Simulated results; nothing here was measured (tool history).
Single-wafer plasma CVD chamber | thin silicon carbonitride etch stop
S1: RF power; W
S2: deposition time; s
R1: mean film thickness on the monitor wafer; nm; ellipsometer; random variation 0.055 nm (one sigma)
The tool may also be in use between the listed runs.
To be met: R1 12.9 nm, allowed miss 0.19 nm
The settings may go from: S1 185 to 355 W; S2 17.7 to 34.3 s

{"run": 1, "day": 0.0, "S1": 270, "S2": 26, "R1": 15.665}
{"run": 2, "day": 0.375, "S1": 245, "S2": 26, "R1": 15.171}
{"run": 3, "day": 0.696, "S1": 230, "S2": 25.2, "R1": 14.513}
{"run": 4, "day": 0.896, "S1": 230, "S2": 28.7, "R1": 16.468}
{"run": 5, "day": 1.017, "S1": 230, "S2": 26.4, "R1": 15.029}
{"run": 6, "day": 1.258, "S1": 230, "S2": 29.4, "R1": 16.758}
{"run": 7, "day": 1.558, "S1": 215, "S2": 27.5, "R1": 15.524}
{"run": 8, "day": 1.821, "S1": 185, "S2": 23.3, "R1": 12.491}
{"run": 9, "day": 1.846, "S1": 185, "S2": 23.3, "R1": 12.502}
{"run": 10, "day": 2.008, "S1": 185, "S2": 23.3, "R1": 12.503}
{"run": 11, "day": 2.288, "S1": 185, "S2": 23.3, "R1": 12.539}

4 next moves are on the table. One of them brings every result within its allowed miss. Which?
{"run": "A", "day": 2.567, "S1": 190, "S2": 24.8, "R1": "?"}
{"run": "B", "day": 2.567, "S1": 190, "S2": 23.8, "R1": "?"}
{"run": "C", "day": 2.567, "S1": 195, "S2": 24.5, "R1": "?"}
{"run": "D", "day": 2.567, "S1": 195, "S2": 22.9, "R1": "?"}

move=A R1=13.455
move=B R1=12.912
move=C R1=13.394
move=D R1=12.519
A: takes the result that was furthest off past its target
B: meets every target
C: takes the result that was furthest off past its target
D: further off than the last run
The right move is B.

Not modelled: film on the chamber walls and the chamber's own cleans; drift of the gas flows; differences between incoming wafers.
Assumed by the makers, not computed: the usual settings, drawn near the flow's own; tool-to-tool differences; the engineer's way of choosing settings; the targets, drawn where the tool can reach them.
